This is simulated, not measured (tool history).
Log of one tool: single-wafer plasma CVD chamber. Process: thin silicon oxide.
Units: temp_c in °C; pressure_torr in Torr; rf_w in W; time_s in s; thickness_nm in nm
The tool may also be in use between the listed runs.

Run 1, hour 0: temp_c 410 °C, pressure_torr 0.563 Torr, rf_w 340 W, time_s 12.6 s. Result: thickness_nm 16.686 nm.
Run 2, hour 1.9: temp_c 410 °C, pressure_torr 0.563 Torr, rf_w 380 W, time_s 12.6 s. Result: thickness_nm 17.572 nm.
Run 3, hour 10.8: temp_c 410 °C, pressure_torr 0.563 Torr, rf_w 380 W, time_s 13 s. Result: thickness_nm 18.185 nm.
Run 4, hour 13.4: temp_c 421 °C, pressure_torr 0.563 Torr, rf_w 380 W, time_s 13 s. Result: thickness_nm 18.012 nm.
Run 5, hour 21.3: temp_c 421 °C, pressure_torr 0.536 Torr, rf_w 375 W, time_s 13 s. Result: thickness_nm 17.086 nm.
Run 6, hour 23.2: temp_c 421 °C, pressure_torr 0.633 Torr, rf_w 375 W, time_s 13 s. Result: thickness_nm 19.973 nm.
Run 7, hour 29.8: temp_c 421 °C, pressure_torr 0.598 Torr, rf_w 370 W, time_s 13 s. Result: thickness_nm 18.93 nm.
Run 8, hour 33.9: temp_c 421 °C, pressure_torr 0.568 Torr, rf_w 365 W, time_s 13 s. Result: thickness_nm 17.893 nm.
Run 9, hour 41.6: temp_c 421 °C, pressure_torr 0.541 Torr, rf_w 360 W, time_s 13 s. Result: thickness_nm 16.874 nm.
Run 10, hour 49.9: temp_c 421 °C, pressure_torr 0.541 Torr, rf_w 360 W, time_s 13 s. Result: thickness_nm 16.891 nm.
Run 11, hour 54: temp_c 421 °C, pressure_torr 0.517 Torr, rf_w 355 W, time_s 13 s. Result: thickness_nm 15.981 nm.
Run 12, hour 54.8: temp_c 421 °C, pressure_torr 0.496 Torr, rf_w 355 W, time_s 13 s. Result: thickness_nm 15.454 nm.

Forecast run 13:
Run 13, hour 62.2: temp_c 421 °C, pressure_torr 0.477 Torr, rf_w 350 W, time_s 13 s. Result: thickness_nm ?.

thickness_nm: 14.866 nm
